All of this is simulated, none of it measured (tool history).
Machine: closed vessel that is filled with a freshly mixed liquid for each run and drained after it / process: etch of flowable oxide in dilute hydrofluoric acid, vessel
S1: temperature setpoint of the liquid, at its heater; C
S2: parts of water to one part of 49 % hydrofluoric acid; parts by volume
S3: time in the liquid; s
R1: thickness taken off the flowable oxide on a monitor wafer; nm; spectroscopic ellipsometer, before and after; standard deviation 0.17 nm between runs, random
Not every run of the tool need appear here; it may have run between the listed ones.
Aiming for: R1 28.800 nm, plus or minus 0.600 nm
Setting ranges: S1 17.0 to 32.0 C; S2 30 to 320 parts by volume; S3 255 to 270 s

Run 1, hour 0.0: S1 24.0 C, S2 175 parts by volume, S3 255 s. Result: R1 40.788 nm.
Run 2, hour 1.9: S1 24.0 C, S2 175 parts by volume, S3 255 s. Result: R1 40.874 nm.
Run 3, hour 7.0: S1 25.5 C, S2 175 parts by volume, S3 255 s. Result: R1 42.559 nm.
Run 4, hour 16.0: S1 25.5 C, S2 175 parts by volume, S3 270 s. Result: R1 45.287 nm.
Run 5, hour 18.5: S1 24.0 C, S2 185 parts by volume, S3 270 s. Result: R1 40.060 nm.
At hour 27.9: thermometer replaced.
Run 6, hour 27.9: S1 22.5 C, S2 190 parts by volume, S3 270 s. Result: R1 38.437 nm.
Run 7, hour 34.9: S1 21.5 C, S2 195 parts by volume, S3 270 s. Result: R1 36.060 nm.
Run 8, hour 36.5: S1 20.5 C, S2 200 parts by volume, S3 270 s. Result: R1 33.833 nm.
Run 9, hour 44.8: S1 20.0 C, S2 200 parts by volume, S3 270 s. Result: R1 32.876 nm.

4 next moves are on the table. One of them brings every result within its allowed miss. Which?
Run A, hour 53.1: S1 17.5 C, S2 200 parts by volume, S3 270 s. Result: R1 ?.
Run B, hour 53.1: S1 21.5 C, S2 215 parts by volume, S3 255 s. Result: R1 ?.
Run C, hour 53.1: S1 21.0 C, S2 220 parts by volume, S3 255 s. Result: R1 ?.
Run D, hour 53.1: S1 17.0 C, S2 185 parts by volume, S3 255 s. Result: R1 ?.

move      R1
   A  29.858
   B  30.179
   C  28.800
   D  30.302
A: an improvement on the last run, though not all results are within tolerance
B: an improvement on the last run, though not all results are within tolerance
C: every result lands within tolerance
D: an improvement on the last run, though not all results are within tolerance
So the answer is move C, the one that meets all the targets.
